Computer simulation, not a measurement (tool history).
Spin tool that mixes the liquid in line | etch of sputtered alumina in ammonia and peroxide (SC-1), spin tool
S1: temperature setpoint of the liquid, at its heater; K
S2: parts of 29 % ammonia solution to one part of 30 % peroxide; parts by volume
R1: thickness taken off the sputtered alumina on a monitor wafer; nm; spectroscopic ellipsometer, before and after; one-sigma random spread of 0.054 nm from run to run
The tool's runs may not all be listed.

Run 1, day 0: S1 328.15 K, S2 1 parts by volume, time under the liquid (s) 270. Result: R1 12.074 nm.
Run 2, day 0.038: S1 325.15 K, S2 1 parts by volume, time under the liquid (s) 270. Result: R1 10.488 nm.
Run 3, day 0.088: S1 325.15 K, S2 1 parts by volume, time under the liquid (s) 290. Result: R1 11.106 nm.
Run 4, day 0.312: S1 325.15 K, S2 1.2 parts by volume, time under the liquid (s) 290. Result: R1 11.143 nm.
Run 5, day 0.371: S1 325.15 K, S2 1.2 parts by volume, time under the liquid (s) 290. Result: R1 11.154 nm.
Run 6, day 0.454: S1 322.65 K, S2 1.2 parts by volume, time under the liquid (s) 290. Result: R1 9.6761 nm.

Predict the results of run 7:
Run 7, day 0.742: S1 320.65 K, S2 1.2 parts by volume, time under the liquid (s) 290. Result: R1 ?.

{"run 7": {"R1": 8.7852}}

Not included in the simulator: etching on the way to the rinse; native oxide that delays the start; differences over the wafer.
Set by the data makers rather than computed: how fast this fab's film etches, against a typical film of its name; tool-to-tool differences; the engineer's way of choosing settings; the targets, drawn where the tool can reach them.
